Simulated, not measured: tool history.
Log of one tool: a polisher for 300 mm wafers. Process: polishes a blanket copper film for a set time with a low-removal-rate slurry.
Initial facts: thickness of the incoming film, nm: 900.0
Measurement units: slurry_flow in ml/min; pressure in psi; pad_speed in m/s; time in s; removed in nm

run    day  slurry_flow  pressure  pad_speed  slurry_solids  time  removed
  1  0.000          300       2.9       1.14            1.0    89   265.39
  2  0.100          300       2.7       1.14            1.0    89   246.56
  3  0.138          255       2.7       1.14            1.0    89   241.60
  4  0.375          255       2.7       1.14            1.0    93   252.30
  5  0.479          215       2.7       1.14            1.0    93   247.36
  6  0.629          210       2.6       1.14            1.0    93   241.31

The next listed run, before its measurement:
  7  0.725          205       2.5       1.14            1.0    93        ?

{"run 7": {"removed": 230.24}}
